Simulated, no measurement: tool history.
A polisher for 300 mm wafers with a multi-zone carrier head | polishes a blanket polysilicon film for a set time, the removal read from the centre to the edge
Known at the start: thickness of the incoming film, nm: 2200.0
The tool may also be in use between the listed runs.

run	day	flow of slurry (ml/min)	pressure of the head's centre zone	pressure of the head's middle zone	pressure of the head's edge zone	polishing time (s)	film removed at the wafer's centre (angstrom)	film removed at mid-radius (angstrom)	film removed at the wafer's edge (angstrom)
1	0.000	170	1.00	1.00	1.00	84	6617.7	6559.8	6598.4
2	0.183	165	0.97	0.99	0.99	83	6366.9	6383.0	6469.2
3	0.262	165	1.03	0.99	0.99	83	6883.3	6599.2	6596.7
4	0.392	165	1.03	0.92	0.99	83	6745.3	6032.0	6567.9
5	0.571	165	0.95	0.92	0.99	83	6268.1	5916.6	6460.0
6	0.692	160	0.93	0.93	0.99	82	5950.3	6068.3	6415.9
7	0.817	160	0.91	0.92	0.98	81	5837.6	5933.1	6226.9
8	0.921	155	0.89	0.91	0.98	80	5619.0	5741.2	6200.0

The next listed run, before its measurement:
9	1.167	130	0.82	0.92	0.89	74	?	?	?

film removed at the wafer's centre (angstrom): 4552.1
film removed at mid-radius (angstrom): 5151.0
film removed at the wafer's edge (angstrom): 5434.6
